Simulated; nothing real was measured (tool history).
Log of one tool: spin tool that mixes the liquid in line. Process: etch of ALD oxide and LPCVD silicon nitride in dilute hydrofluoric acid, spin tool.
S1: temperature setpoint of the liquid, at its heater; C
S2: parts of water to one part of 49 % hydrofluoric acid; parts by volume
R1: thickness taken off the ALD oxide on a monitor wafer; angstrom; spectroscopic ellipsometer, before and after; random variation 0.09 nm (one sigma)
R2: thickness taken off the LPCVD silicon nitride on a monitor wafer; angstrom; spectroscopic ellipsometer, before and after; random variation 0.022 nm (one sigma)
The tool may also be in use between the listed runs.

Run 1, hour 0.0: S1 24.0 C, S2 145 parts by volume, time under the liquid (s) 180. Result: R1 116.22 angstrom, R2 6.0311 angstrom.
Run 2, hour 7.4: S1 24.0 C, S2 115 parts by volume, time under the liquid (s) 180. Result: R1 153.30 angstrom, R2 7.6806 angstrom.
Run 3, hour 12.7: S1 24.0 C, S2 130 parts by volume, time under the liquid (s) 185. Result: R1 136.80 angstrom, R2 6.7044 angstrom.
Run 4, hour 19.2: S1 24.5 C, S2 140 parts by volume, time under the liquid (s) 185. Result: R1 128.95 angstrom, R2 6.4938 angstrom.
Run 5, hour 19.9: S1 24.5 C, S2 120 parts by volume, time under the liquid (s) 185. Result: R1 152.68 angstrom, R2 8.3966 angstrom.
Run 6, hour 23.3: S1 25.0 C, S2 135 parts by volume, time under the liquid (s) 185. Result: R1 132.87 angstrom, R2 7.2868 angstrom.

Forecast run 7:
Run 7, hour 30.9: S1 25.5 C, S2 145 parts by volume, time under the liquid (s) 185. Result: R1 ?, R2 ?.

R1: 128.75 angstrom
R2: 6.9881 angstrom
